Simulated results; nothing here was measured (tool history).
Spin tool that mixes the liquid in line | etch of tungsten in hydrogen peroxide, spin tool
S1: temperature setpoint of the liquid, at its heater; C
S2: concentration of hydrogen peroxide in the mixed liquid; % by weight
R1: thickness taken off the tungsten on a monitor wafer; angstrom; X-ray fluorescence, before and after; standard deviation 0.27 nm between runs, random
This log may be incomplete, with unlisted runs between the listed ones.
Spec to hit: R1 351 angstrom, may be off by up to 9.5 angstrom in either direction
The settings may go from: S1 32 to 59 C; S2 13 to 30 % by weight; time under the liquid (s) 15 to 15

{"run": 1, "day": 0.0, "S1": 43, "S2": 24, "time under the liquid (s)": 15, "R1": 181.4}
{"run": 2, "day": 0.25, "S1": 43, "S2": 26, "time under the liquid (s)": 15, "R1": 189.67}
{"run": 3, "day": 0.571, "S1": 45, "S2": 26, "time under the liquid (s)": 15, "R1": 213.86}
{"run": 4, "day": 0.604, "S1": 47, "S2": 26, "time under the liquid (s)": 15, "R1": 246.74}
{"run": 5, "day": 0.829, "S1": 52, "S2": 26, "time under the liquid (s)": 15, "R1": 332.49}
{"run": 6, "day": 1.012, "S1": 46.5, "S2": 26, "time under the liquid (s)": 15, "R1": 237.59}
{"run": 7, "day": 1.079, "S1": 46.5, "S2": 26, "time under the liquid (s)": 15, "R1": 237.7}
{"run": 8, "day": 1.329, "S1": 48, "S2": 26, "time under the liquid (s)": 15, "R1": 257.84}
{"run": 9, "day": 1.671, "S1": 49, "S2": 26, "time under the liquid (s)": 15, "R1": 276.27}
{"run": 10, "day": 1.708, "S1": 50, "S2": 26, "time under the liquid (s)": 15, "R1": 294.69}
{"run": 11, "day": 2.012, "S1": 50.5, "S2": 26, "time under the liquid (s)": 15, "R1": 302.22}

Below are 4 possible settings for the next run. Only one of them brings all results inside the allowed miss of their targets. Which is it?
{"run": "A", "day": 2.317, "S1": 51.5, "S2": 18, "time under the liquid (s)": 15, "R1": "?"}
{"run": "B", "day": 2.317, "S1": 51.5, "S2": 30, "time under the liquid (s)": 15, "R1": "?"}
{"run": "C", "day": 2.317, "S1": 56, "S2": 22, "time under the liquid (s)": 15, "R1": "?"}
{"run": "D", "day": 2.317, "S1": 50, "S2": 24.5, "time under the liquid (s)": 15, "R1": "?"}

move=A R1=266.25
move=B R1=343.73
move=C R1=385.12
move=D R1=283.53
A: the biggest miss grows against the last run
B: meets every target
C: moves the result that the last run missed by most past its target, out the other side
D: the biggest miss grows against the last run
Correct choice: B, which meets every target
